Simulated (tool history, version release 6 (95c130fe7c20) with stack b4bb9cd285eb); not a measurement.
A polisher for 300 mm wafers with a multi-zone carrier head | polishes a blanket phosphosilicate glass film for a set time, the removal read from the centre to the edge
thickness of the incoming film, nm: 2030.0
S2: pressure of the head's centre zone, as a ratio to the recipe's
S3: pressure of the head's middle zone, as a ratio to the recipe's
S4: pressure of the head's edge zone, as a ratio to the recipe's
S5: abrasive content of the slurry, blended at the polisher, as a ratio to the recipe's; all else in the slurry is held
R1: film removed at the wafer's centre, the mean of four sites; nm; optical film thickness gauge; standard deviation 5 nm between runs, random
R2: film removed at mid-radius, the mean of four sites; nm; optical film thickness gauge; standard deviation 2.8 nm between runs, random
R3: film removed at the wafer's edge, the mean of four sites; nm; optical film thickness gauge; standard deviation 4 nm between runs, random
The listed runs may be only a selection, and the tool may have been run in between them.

run 1 hour=0.0 | flow_of_slurry_(ml/min)=220 S2=1.00 S3=1.00 S4=1.00 S5=1.00 polishing_time_(s)=63 | R1=437.24 R2=431.85 R3=459.68
run 2 hour=4.6 | flow_of_slurry_(ml/min)=220 S2=1.00 S3=0.95 S4=1.00 S5=1.00 polishing_time_(s)=63 | R1=431.07 R2=416.07 R3=440.30
run 3 hour=8.6 | flow_of_slurry_(ml/min)=220 S2=1.00 S3=0.91 S4=1.00 S5=1.00 polishing_time_(s)=63 | R1=432.58 R2=401.97 R3=452.98
run 4 hour=12.4 | flow_of_slurry_(ml/min)=220 S2=1.01 S3=0.92 S4=0.98 S5=0.90 polishing_time_(s)=63 | R1=422.34 R2=393.39 R3=431.18
-- hour=20.5 slurry nozzle cleaned
run 5 hour=20.5 | flow_of_slurry_(ml/min)=220 S2=1.02 S3=0.92 S4=0.96 S5=0.85 polishing_time_(s)=62 | R1=445.99 R2=413.81 R3=436.92
run 6 hour=28.1 | flow_of_slurry_(ml/min)=225 S2=1.03 S3=0.92 S4=0.96 S5=0.80 polishing_time_(s)=59 | R1=425.82 R2=389.23 R3=413.85
run 7 hour=28.7 | flow_of_slurry_(ml/min)=225 S2=1.03 S3=0.91 S4=0.94 S5=0.75 polishing_time_(s)=57 | R1=407.42 R2=363.15 R3=393.85
run 8 hour=33.1 | flow_of_slurry_(ml/min)=215 S2=1.06 S3=0.99 S4=0.84 S5=0.50 polishing_time_(s)=51 | R1=329.59 R2=310.39 R3=298.05

The next listed run, before its measurement:
run 9 hour=41.5 | flow_of_slurry_(ml/min)=220 S2=1.06 S3=0.99 S4=0.85 S5=0.50 polishing_time_(s)=51 | R1=? R2=? R3=?

R1: 340.89 nm
R2: 314.25 nm
R3: 301.23 nm

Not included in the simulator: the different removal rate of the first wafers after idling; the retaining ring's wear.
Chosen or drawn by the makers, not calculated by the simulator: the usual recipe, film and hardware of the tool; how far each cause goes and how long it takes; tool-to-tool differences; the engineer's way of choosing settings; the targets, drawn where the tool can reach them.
